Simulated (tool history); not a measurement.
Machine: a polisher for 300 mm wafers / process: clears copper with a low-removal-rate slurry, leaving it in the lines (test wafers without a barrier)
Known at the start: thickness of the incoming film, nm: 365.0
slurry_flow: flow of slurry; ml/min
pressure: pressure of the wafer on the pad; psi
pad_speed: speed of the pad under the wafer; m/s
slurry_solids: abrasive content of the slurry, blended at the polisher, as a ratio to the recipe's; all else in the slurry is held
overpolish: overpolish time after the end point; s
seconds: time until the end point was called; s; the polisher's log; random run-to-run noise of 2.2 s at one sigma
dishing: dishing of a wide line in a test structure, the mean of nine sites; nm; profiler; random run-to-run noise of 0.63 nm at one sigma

| run | hour | slurry_flow | pressure | pad_speed | slurry_solids | overpolish | seconds | dishing |
|---|---|---|---|---|---|---|---|---|
| 1 | 0 | 280 | 3.7 | 0.84 | 1 | 13 | 142.15 | 24.695 |
| 2 | 7.7 | 280 | 3.8 | 0.84 | 1 | 14 | 134.04 | 27.142 |
| 3 | 10.9 | 280 | 3.8 | 0.84 | 1 | 20 | 140.48 | 35.319 |
| 4 | 12.5 | 280 | 3.8 | 0.84 | 1 | 25 | 141.18 | 43.282 |
| 5 | 19.3 | 280 | 3.8 | 0.84 | 1.15 | 25 | 135.05 | 46.411 |
| 6 | 27 | 340 | 3.8 | 0.84 | 1.15 | 25 | 135.75 | 45.392 |

Estimate the outcome of run 7 from the log above:
| 7 | 32.5 | 345 | 4 | 0.84 | 1.15 | 19 | ? | ? |

{"run 7": {"seconds": 127.31, "dishing": 37.013}}

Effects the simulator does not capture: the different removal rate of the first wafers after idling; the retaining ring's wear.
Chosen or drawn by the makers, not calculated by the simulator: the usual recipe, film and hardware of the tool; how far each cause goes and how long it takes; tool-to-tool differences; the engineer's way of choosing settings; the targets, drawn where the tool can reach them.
